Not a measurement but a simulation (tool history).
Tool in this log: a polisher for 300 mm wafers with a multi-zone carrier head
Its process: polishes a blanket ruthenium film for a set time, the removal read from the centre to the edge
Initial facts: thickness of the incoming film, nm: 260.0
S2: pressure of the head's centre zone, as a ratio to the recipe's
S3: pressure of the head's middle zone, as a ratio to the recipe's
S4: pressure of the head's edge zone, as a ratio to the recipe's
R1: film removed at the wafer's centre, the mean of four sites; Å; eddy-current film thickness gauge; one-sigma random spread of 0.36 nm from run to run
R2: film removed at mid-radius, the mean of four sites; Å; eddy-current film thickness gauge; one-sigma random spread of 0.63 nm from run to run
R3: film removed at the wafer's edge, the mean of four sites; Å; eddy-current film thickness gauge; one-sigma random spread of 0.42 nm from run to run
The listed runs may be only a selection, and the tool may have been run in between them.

run 1 day=0 | flow_of_slurry_(ml/min)=305 S2=1 S3=1 S4=1 polishing_time_(s)=59 | R1=581.73 R2=557.51 R3=535.59
run 2 day=0.267 | flow_of_slurry_(ml/min)=305 S2=1 S3=1 S4=0.95 polishing_time_(s)=59 | R1=576.94 R2=549.34 R3=511.41
run 3 day=0.338 | flow_of_slurry_(ml/min)=300 S2=0.96 S3=0.97 S4=0.92 polishing_time_(s)=58 | R1=549.09 R2=524.8 R3=499.55
run 4 day=0.667 | flow_of_slurry_(ml/min)=295 S2=0.93 S3=0.96 S4=0.9 polishing_time_(s)=57 | R1=518.99 R2=505.13 R3=486.05
run 5 day=0.992 | flow_of_slurry_(ml/min)=295 S2=0.93 S3=0.96 S4=0.98 polishing_time_(s)=57 | R1=519.23 R2=514.11 R3=508.49
run 6 day=1.217 | flow_of_slurry_(ml/min)=295 S2=0.86 S3=0.96 S4=0.98 polishing_time_(s)=57 | R1=486.38 R2=503.88 R3=515.91
run 7 day=1.504 | flow_of_slurry_(ml/min)=290 S2=0.86 S3=0.95 S4=0.94 polishing_time_(s)=56 | R1=479.09 R2=486.1 R3=492.83

Forecast run 8:
run 8 day=1.6 | flow_of_slurry_(ml/min)=285 S2=0.85 S3=0.95 S4=0.91 polishing_time_(s)=55 | R1=? R2=? R3=?

Run 8 gave R1 462.04 Å, R2 479.08 Å, R3 469.79 Å.
